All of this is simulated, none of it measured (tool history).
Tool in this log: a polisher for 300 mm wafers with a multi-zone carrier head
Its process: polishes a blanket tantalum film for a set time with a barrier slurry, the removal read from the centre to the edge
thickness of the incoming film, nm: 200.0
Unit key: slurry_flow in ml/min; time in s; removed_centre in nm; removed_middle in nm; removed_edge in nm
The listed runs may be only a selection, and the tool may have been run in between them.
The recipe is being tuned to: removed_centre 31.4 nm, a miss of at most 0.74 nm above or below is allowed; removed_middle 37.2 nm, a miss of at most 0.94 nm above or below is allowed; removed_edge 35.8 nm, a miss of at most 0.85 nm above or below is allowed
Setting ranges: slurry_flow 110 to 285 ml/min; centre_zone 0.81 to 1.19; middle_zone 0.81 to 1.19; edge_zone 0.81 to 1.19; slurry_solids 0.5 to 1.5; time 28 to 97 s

run 1 day=0 | slurry_flow=180 centre_zone=1 middle_zone=1 edge_zone=1 slurry_solids=1 time=62 | removed_centre=56.996 removed_middle=56.445 removed_edge=59.206
run 2 day=0.029 | slurry_flow=180 centre_zone=1 middle_zone=1 edge_zone=1.07 slurry_solids=1 time=62 | removed_centre=57.323 removed_middle=57.489 removed_edge=62.35
run 3 day=0.108 | slurry_flow=180 centre_zone=1 middle_zone=1 edge_zone=1.07 slurry_solids=1.05 time=62 | removed_centre=57.845 removed_middle=57.355 removed_edge=61.403
run 4 day=0.462 | slurry_flow=180 centre_zone=0.98 middle_zone=1.02 edge_zone=1.01 slurry_solids=0.9 time=55 | removed_centre=49.141 removed_middle=50.432 removed_edge=51.53
run 5 day=0.529 | slurry_flow=180 centre_zone=0.98 middle_zone=1.02 edge_zone=1.01 slurry_solids=0.9 time=63 | removed_centre=56.56 removed_middle=58.115 removed_edge=59.236
run 6 day=0.858 | slurry_flow=215 centre_zone=0.98 middle_zone=1.02 edge_zone=1.01 slurry_solids=0.9 time=63 | removed_centre=57.228 removed_middle=59.045 removed_edge=59.947
run 7 day=1.1 | slurry_flow=205 centre_zone=0.93 middle_zone=1.01 edge_zone=0.97 slurry_solids=0.8 time=57 | removed_centre=49.285 removed_middle=51.926 removed_edge=52.354
run 8 day=1.212 | slurry_flow=185 centre_zone=0.9 middle_zone=1.02 edge_zone=0.96 slurry_solids=0.7 time=52 | removed_centre=41.537 removed_middle=45.68 removed_edge=45.736
run 9 day=1.354 | slurry_flow=170 centre_zone=0.88 middle_zone=1.02 edge_zone=0.93 slurry_solids=0.65 time=50 | removed_centre=38.6 removed_middle=42.324 removed_edge=42.437
run 10 day=1.654 | slurry_flow=125 centre_zone=0.81 middle_zone=1.08 edge_zone=0.87 slurry_solids=0.5 time=45 | removed_centre=28.896 removed_middle=36.651 removed_edge=34.129

Which of these 4 next moves meets every target?
run A day=1.954 | slurry_flow=115 centre_zone=0.87 middle_zone=1.04 edge_zone=0.88 slurry_solids=0.65 time=43 | removed_centre=? removed_middle=? removed_edge=?
run B day=1.954 | slurry_flow=135 centre_zone=0.82 middle_zone=1.05 edge_zone=0.9 slurry_solids=0.5 time=46 | removed_centre=? removed_middle=? removed_edge=?
run C day=1.954 | slurry_flow=150 centre_zone=0.83 middle_zone=1.03 edge_zone=0.86 slurry_solids=0.6 time=45 | removed_centre=? removed_middle=? removed_edge=?
run D day=1.954 | slurry_flow=125 centre_zone=0.81 middle_zone=1 edge_zone=0.98 slurry_solids=0.5 time=46 | removed_centre=? removed_middle=? removed_edge=?

move=A removed_centre=29.897 removed_middle=34.868 removed_edge=33.691
move=B removed_centre=30.299 removed_middle=37.237 removed_edge=35.684
move=C removed_centre=31.514 removed_middle=37.625 removed_edge=35.701
move=D removed_centre=29.47 removed_middle=35.19 removed_edge=36.774
A: closer than the last run, but not yet in spec
B: closer than the last run, but not yet in spec
C: in spec on every target
D: closer than the last run, but not yet in spec
So the answer is move C, the one that meets all the targets.

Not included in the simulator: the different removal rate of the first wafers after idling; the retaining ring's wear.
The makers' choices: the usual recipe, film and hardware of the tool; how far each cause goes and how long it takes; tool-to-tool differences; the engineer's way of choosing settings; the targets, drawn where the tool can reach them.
